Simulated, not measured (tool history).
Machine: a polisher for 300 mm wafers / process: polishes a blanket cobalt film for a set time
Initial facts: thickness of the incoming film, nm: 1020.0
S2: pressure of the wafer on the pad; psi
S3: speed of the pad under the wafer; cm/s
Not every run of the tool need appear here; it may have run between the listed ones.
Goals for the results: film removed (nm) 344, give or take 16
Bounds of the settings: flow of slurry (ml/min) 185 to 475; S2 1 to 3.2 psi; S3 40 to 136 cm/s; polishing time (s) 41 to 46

{"run": 1, "day": 0.0, "flow of slurry (ml/min)": 305, "S2": 2.1, "S3": 88, "polishing time (s)": 46, "film removed (nm)": 202.36}
{"run": 2, "day": 0.054, "flow of slurry (ml/min)": 305, "S2": 2.3, "S3": 88, "polishing time (s)": 46, "film removed (nm)": 219.97}
{"run": 3, "day": 0.217, "flow of slurry (ml/min)": 230, "S2": 2.3, "S3": 88, "polishing time (s)": 46, "film removed (nm)": 209.89}
{"run": 4, "day": 0.329, "flow of slurry (ml/min)": 235, "S2": 2.5, "S3": 90, "polishing time (s)": 46, "film removed (nm)": 236.1}
{"run": 5, "day": 0.379, "flow of slurry (ml/min)": 185, "S2": 2.5, "S3": 90, "polishing time (s)": 46, "film removed (nm)": 227.83}
{"run": 6, "day": 0.408, "flow of slurry (ml/min)": 185, "S2": 2.5, "S3": 90, "polishing time (s)": 46, "film removed (nm)": 229.33}
{"run": 7, "day": 0.704, "flow of slurry (ml/min)": 190, "S2": 2.6, "S3": 92, "polishing time (s)": 46, "film removed (nm)": 241.87}
{"run": 8, "day": 0.8, "flow of slurry (ml/min)": 195, "S2": 2.7, "S3": 94, "polishing time (s)": 46, "film removed (nm)": 257.42}
{"run": 9, "day": 1.058, "flow of slurry (ml/min)": 200, "S2": 2.8, "S3": 96, "polishing time (s)": 46, "film removed (nm)": 269.88}
{"run": 10, "day": 1.188, "flow of slurry (ml/min)": 200, "S2": 2.9, "S3": 98, "polishing time (s)": 46, "film removed (nm)": 292.66}
{"run": 11, "day": 1.396, "flow of slurry (ml/min)": 205, "S2": 3, "S3": 98, "polishing time (s)": 46, "film removed (nm)": 303.25}
{"run": 12, "day": 1.438, "flow of slurry (ml/min)": 210, "S2": 3.1, "S3": 100, "polishing time (s)": 46, "film removed (nm)": 328.06}

4 next moves are on the table. One of them brings every result within its allowed miss. Which?
{"run": "A", "day": 1.479, "flow of slurry (ml/min)": 215, "S2": 3.2, "S3": 110, "polishing time (s)": 44, "film removed (nm)": "?"}
{"run": "B", "day": 1.479, "flow of slurry (ml/min)": 215, "S2": 3.2, "S3": 96, "polishing time (s)": 45, "film removed (nm)": "?"}
{"run": "C", "day": 1.479, "flow of slurry (ml/min)": 200, "S2": 3.2, "S3": 90, "polishing time (s)": 46, "film removed (nm)": "?"}
{"run": "D", "day": 1.479, "flow of slurry (ml/min)": 250, "S2": 3.1, "S3": 100, "polishing time (s)": 42, "film removed (nm)": "?"}

move=A film_removed_(nm)=334.37
move=B film_removed_(nm)=299.49
move=C film_removed_(nm)=284.92
move=D film_removed_(nm)=286.85
A: all results land within tolerance of their targets
B: misses by more than the last run did
C: misses by more than the last run did
D: misses by more than the last run did
A meets every target.

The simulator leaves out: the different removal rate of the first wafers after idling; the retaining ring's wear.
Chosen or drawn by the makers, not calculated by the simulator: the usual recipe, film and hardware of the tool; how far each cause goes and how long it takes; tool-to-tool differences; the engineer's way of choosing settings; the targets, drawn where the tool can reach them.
